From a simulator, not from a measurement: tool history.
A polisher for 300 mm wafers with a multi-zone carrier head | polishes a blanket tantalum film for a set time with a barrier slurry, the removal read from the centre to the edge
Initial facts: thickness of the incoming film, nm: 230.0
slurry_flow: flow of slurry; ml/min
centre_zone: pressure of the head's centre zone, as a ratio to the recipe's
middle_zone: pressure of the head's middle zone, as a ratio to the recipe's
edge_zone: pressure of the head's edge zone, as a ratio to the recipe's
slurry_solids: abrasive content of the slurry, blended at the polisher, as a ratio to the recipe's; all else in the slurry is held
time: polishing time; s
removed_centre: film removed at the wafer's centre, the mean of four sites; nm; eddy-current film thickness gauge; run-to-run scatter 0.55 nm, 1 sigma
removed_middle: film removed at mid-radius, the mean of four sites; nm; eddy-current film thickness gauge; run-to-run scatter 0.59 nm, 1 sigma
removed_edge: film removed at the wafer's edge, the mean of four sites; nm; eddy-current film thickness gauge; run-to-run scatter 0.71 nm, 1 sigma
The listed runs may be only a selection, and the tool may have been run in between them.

run,hour,slurry_flow,centre_zone,middle_zone,edge_zone,slurry_solids,time,removed_centre,removed_middle,removed_edge
1,0,140,1,1,1,1,55,78.517,76.134,78.848
2,2.6,140,1.05,1,1,1,55,80.564,75.715,79.519
3,7.3,130,1,1,1.01,0.85,51,68.866,68.232,72.544
4,15.4,130,1,1,0.96,0.85,51,69.433,67.145,70.111
5,17.4,130,0.96,1,0.96,0.85,51,65.247,68.3,69.466
6,20.8,130,0.96,0.96,0.96,0.85,51,66.549,65.072,68.928
7,27.2,125,0.93,0.95,0.94,0.75,48,58.059,57.722,63.395
8,35.3,125,0.91,0.96,0.91,0.7,46,53.885,55.874,59.038

Forecast run 9:
9,40.6,125,0.89,0.96,0.89,0.65,45,?,?,?

{"run 9": {"removed_centre": 51.091, "removed_middle": 54.727, "removed_edge": 55.202}}

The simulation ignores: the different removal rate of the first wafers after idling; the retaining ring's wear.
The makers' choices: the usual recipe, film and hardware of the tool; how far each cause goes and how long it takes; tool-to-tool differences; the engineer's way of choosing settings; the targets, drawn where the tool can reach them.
